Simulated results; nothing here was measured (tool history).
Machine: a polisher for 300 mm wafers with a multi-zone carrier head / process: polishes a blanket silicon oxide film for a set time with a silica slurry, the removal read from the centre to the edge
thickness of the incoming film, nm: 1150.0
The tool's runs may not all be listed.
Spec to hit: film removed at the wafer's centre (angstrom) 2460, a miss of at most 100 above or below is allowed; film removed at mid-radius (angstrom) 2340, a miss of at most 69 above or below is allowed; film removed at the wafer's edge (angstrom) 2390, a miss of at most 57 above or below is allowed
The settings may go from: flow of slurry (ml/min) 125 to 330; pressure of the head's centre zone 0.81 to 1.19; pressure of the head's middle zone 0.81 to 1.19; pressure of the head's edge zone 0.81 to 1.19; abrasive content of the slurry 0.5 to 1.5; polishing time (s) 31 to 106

| run | hour | flow of slurry (ml/min) | pressure of the head's centre zone | pressure of the head's middle zone | pressure of the head's edge zone | abrasive content of the slurry | polishing time (s) | film removed at the wafer's centre (angstrom) | film removed at mid-radius (angstrom) | film removed at the wafer's edge (angstrom) |
|---|---|---|---|---|---|---|---|---|---|---|
| 1 | 0 | 210 | 1 | 1 | 1 | 1 | 68 | 2467.5 | 2461 | 2388.8 |
| 2 | 1.8 | 210 | 0.93 | 1 | 1 | 1 | 68 | 2272.7 | 2468.4 | 2385.5 |
| 3 | 8.9 | 210 | 0.93 | 1 | 1 | 1 | 52 | 1746.1 | 1853.1 | 1821.5 |
| 4 | 15.2 | 210 | 0.93 | 1 | 0.94 | 1 | 52 | 1739.8 | 1891.3 | 1778.8 |
| 5 | 18.8 | 225 | 0.96 | 1.01 | 1 | 1.1 | 52 | 1940.4 | 2043.7 | 1952.1 |
| 6 | 26.9 | 225 | 0.96 | 1.01 | 1 | 1.1 | 37 | 1361.4 | 1466.6 | 1375.5 |
| 7 | 29.7 | 235 | 0.98 | 0.99 | 1.03 | 1.2 | 42 | 1680.7 | 1741.2 | 1687.3 |
| 8 | 34.9 | 250 | 1 | 0.98 | 1.06 | 1.3 | 44 | 1855.6 | 1892.7 | 1878.2 |
|  | 36 | worn pad replaced by a new one |
| 9 | 36 | 260 | 1.03 | 0.98 | 1.09 | 1.35 | 45 | 2180.5 | 2068.9 | 2112.4 |
| 10 | 43.9 | 275 | 1.03 | 1 | 1.12 | 1.35 | 45 | 2216.9 | 2166.7 | 2146.4 |
| 11 | 50.1 | 275 | 1.03 | 1 | 1.12 | 1.35 | 45 | 2206.7 | 2107.1 | 2137.4 |
| 12 | 56 | 275 | 1.03 | 1 | 1.12 | 1.35 | 45 | 2162.6 | 2149.1 | 2129.1 |
| 13 | 62.1 | 280 | 1.04 | 1 | 1.14 | 1.4 | 45 | 2213.8 | 2152.2 | 2163.7 |
| 14 | 70.5 | 290 | 1.04 | 1 | 1.15 | 1.45 | 45 | 2255 | 2201 | 2225 |
| 15 | 79.5 | 290 | 1.05 | 1 | 1.16 | 1.45 | 45 | 2264.4 | 2235.7 | 2261.2 |
| 16 | 88.1 | 310 | 1.11 | 1 | 1.19 | 1.5 | 45 | 2530.2 | 2231.3 | 2336.2 |

Consider the 5 candidate settings below. Which is the only one whose results all fall within their allowed miss of target?
| A | 96.7 | 300 | 1.06 | 0.82 | 1.19 | 1.4 | 48 | ? | ? | ? |
| B | 96.7 | 265 | 1.04 | 0.98 | 1.12 | 1.35 | 51 | ? | ? | ? |
| C | 96.7 | 305 | 1.09 | 0.84 | 1.19 | 1.5 | 47 | ? | ? | ? |
| D | 96.7 | 310 | 1.15 | 1.05 | 1.12 | 1.45 | 47 | ? | ? | ? |
| E | 96.7 | 325 | 1.14 | 1.04 | 1.14 | 1.45 | 45 | ? | ? | ? |

| move | film removed at the wafer's centre (angstrom) | film removed at mid-radius (angstrom) | film removed at the wafer's edge (angstrom) |
|---|---|---|---|
| A | 2458 | 1993.5 | 2422.3 |
| B | 2484.9 | 2362.6 | 2432.8 |
| C | 2555.3 | 2051.6 | 2446 |
| D | 2667 | 2415 | 2343.1 |
| E | 2543.6 | 2304.8 | 2269.2 |
A: misses by more than the last run did
B: all results in spec
C: misses by more than the last run did
D: carries the result that was furthest off beyond its target, to the other side
E: meets the target for the result that was furthest off, but another lies outside its allowed miss
B is the move that brings every result within its allowed miss.

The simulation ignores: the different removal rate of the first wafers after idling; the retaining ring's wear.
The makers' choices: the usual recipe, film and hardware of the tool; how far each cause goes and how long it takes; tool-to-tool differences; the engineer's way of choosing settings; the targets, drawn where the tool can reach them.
